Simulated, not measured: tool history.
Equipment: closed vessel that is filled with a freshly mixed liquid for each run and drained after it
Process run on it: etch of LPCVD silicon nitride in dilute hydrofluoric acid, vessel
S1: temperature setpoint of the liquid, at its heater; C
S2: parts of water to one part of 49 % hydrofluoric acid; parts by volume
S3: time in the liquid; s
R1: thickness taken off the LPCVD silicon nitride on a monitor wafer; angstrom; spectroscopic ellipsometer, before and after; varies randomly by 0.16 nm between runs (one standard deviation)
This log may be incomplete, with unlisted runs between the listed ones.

run    day    S1  S2    S3      R1
  1  0.000  22.0  45  3085  285.35
  2  0.217  23.5  45  3085  319.85
  3  0.588  20.5  45  3085  261.78
  4  0.796  20.5  45  3290  277.96
  5  1.067  20.5  35  3290  358.03
  6  1.438  20.0  35  3290  337.87

Predict the results of run 7:
  7  1.504  19.5  35  3290   ?

Run 7 produced R1 331.72 angstrom.
